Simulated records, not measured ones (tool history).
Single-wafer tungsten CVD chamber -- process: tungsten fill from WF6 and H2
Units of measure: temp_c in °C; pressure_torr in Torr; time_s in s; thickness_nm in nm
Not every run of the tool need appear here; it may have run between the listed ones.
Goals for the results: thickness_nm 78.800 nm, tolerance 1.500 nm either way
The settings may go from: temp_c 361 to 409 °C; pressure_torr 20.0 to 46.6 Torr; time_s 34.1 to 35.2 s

run,hour,temp_c,pressure_torr,time_s,thickness_nm
1,0.0,385,33.3,34.1,71.147
2,6.3,385,30.9,34.1,68.129
3,13.7,387,30.9,34.1,70.718
4,14.4,381,30.9,34.1,63.484
5,23.1,377,30.9,34.1,59.281
6,23.9,377,26.5,34.1,55.226
7,25.4,382,26.6,34.1,60.794
8,31.5,386,26.7,34.1,64.638

Exercise: of the 5 proposed moves below, exactly one satisfies all targets within the stated allowed misses. Which move is it?
A,37.6,390,32.5,35.2,?
B,37.6,375,27.1,34.1,?
C,37.6,384,31.0,35.2,?
D,37.6,394,35.0,35.2,?
E,37.6,378,30.7,34.1,?

move,thickness_nm
A,78.772
B,53.689
C,69.407
D,87.262
E,60.179
A: every result within its allowed miss
B: the biggest miss grows against the last run
C: moves toward the targets from the last run without getting all of them in spec
D: the result that was furthest off in the last run now lies on the other side of its target
E: the biggest miss grows against the last run
Go with A: it meets all targets.
